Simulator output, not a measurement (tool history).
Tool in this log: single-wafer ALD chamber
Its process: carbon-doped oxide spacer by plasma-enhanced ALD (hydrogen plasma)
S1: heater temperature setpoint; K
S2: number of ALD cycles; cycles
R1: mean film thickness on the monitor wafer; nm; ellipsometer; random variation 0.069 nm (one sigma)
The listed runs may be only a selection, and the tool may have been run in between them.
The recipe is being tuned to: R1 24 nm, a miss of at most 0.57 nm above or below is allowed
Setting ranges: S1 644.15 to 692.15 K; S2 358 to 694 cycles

{"run": 1, "hour": 0.0, "S1": 668.15, "S2": 526, "R1": 28.602}
{"run": 2, "hour": 5.0, "S1": 676.15, "S2": 526, "R1": 28.229}
{"run": 3, "hour": 8.6, "S1": 676.15, "S2": 593, "R1": 31.957}
{"run": 4, "hour": 14.1, "S1": 676.15, "S2": 645, "R1": 34.828}
{"run": 5, "hour": 23.0, "S1": 676.15, "S2": 599, "R1": 32.13}
{"run": 6, "hour": 25.2, "S1": 677.15, "S2": 555, "R1": 29.716}
{"run": 7, "hour": 27.4, "S1": 677.15, "S2": 523, "R1": 28.068}
{"run": 8, "hour": 30.1, "S1": 677.15, "S2": 500, "R1": 26.973}
{"run": 9, "hour": 37.6, "S1": 677.15, "S2": 483, "R1": 25.833}
{"run": 10, "hour": 43.7, "S1": 677.15, "S2": 473, "R1": 25.361}

Which of these 5 next moves meets every target?
{"run": "A", "hour": 49.8, "S1": 666.15, "S2": 458, "R1": "?"}
{"run": "B", "hour": 49.8, "S1": 683.15, "S2": 481, "R1": "?"}
{"run": "C", "hour": 49.8, "S1": 688.15, "S2": 435, "R1": "?"}
{"run": "D", "hour": 49.8, "S1": 677.15, "S2": 446, "R1": "?"}
{"run": "E", "hour": 49.8, "S1": 678.15, "S2": 431, "R1": "?"}

move=A R1=24.809
move=B R1=25.257
move=C R1=22.483
move=D R1=23.86
move=E R1=22.986
A: better than the last run, though not everything is in spec
B: better than the last run, though not everything is in spec
C: takes the result that was furthest off past its target
D: in spec on every target
E: takes the result that was furthest off past its target
D meets every target.

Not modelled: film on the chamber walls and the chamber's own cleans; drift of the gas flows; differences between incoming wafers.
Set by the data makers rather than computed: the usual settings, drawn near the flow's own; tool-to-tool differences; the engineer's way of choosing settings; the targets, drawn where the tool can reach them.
